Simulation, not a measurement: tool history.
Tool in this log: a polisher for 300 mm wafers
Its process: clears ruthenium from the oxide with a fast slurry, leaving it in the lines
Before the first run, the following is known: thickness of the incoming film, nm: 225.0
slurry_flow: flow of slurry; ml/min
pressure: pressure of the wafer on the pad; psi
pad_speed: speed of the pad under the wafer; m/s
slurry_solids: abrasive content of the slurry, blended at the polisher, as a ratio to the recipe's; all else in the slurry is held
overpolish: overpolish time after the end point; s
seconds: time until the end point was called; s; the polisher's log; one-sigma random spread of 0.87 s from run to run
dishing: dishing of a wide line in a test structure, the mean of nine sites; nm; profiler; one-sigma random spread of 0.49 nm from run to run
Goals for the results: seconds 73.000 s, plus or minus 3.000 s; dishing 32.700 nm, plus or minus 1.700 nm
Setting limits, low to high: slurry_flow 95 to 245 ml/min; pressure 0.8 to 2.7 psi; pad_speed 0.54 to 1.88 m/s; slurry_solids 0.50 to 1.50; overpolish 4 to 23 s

| run | hour | slurry_flow | pressure | pad_speed | slurry_solids | overpolish | seconds | dishing |
|---|---|---|---|---|---|---|---|---|
| 1 | 0.0 | 155 | 1.7 | 1.20 | 1.00 | 12 | 72.827 | 22.162 |
| 2 | 1.8 | 175 | 1.7 | 1.20 | 1.00 | 12 | 70.679 | 22.514 |
| 3 | 8.1 | 175 | 1.3 | 1.20 | 1.00 | 12 | 92.755 | 18.973 |
| 4 | 9.9 | 170 | 1.4 | 1.20 | 1.00 | 14 | 88.041 | 21.931 |
| 5 | 17.0 | 170 | 1.5 | 1.20 | 1.00 | 15 | 80.830 | 24.609 |
| 6 | 22.4 | 170 | 1.5 | 1.46 | 1.00 | 15 | 66.626 | 28.004 |
| 7 | 28.5 | 165 | 1.5 | 1.46 | 1.00 | 16 | 67.676 | 29.232 |
| 8 | 35.8 | 160 | 1.5 | 1.46 | 1.00 | 17 | 68.454 | 30.605 |
| 9 | 42.1 | 155 | 1.5 | 1.46 | 1.00 | 18 | 68.251 | 31.021 |
| 10 | 48.0 | 155 | 1.5 | 1.46 | 1.00 | 19 | 68.726 | 31.594 |
| 11 | 51.0 | 155 | 1.5 | 1.46 | 1.00 | 19 | 69.094 | 31.749 |
| 12 | 53.1 | 155 | 1.5 | 1.46 | 1.00 | 20 | 67.822 | 32.940 |

Of the 5 settings listed for the next run, only one would bring every result within its allowed miss of target. Which one?
| A | 55.2 | 145 | 1.6 | 1.52 | 1.05 | 17 | ? | ? |
| B | 55.2 | 160 | 1.4 | 1.68 | 1.00 | 18 | ? | ? |
| C | 55.2 | 180 | 2.0 | 1.36 | 0.85 | 17 | ? | ? |
| D | 55.2 | 200 | 1.2 | 1.76 | 0.90 | 21 | ? | ? |
| E | 55.2 | 145 | 1.6 | 1.40 | 1.05 | 17 | ? | ? |

| move | seconds | dishing |
|---|---|---|
| A | 61.534 | 32.029 |
| B | 63.918 | 32.379 |
| C | 59.766 | 32.562 |
| D | 72.477 | 32.900 |
| E | 66.672 | 30.561 |
A: its largest miss is bigger than the last run's
B: its largest miss is bigger than the last run's
C: its largest miss is bigger than the last run's
D: every result lands within tolerance
E: its largest miss is bigger than the last run's
So the answer is move D, the one that meets all the targets.
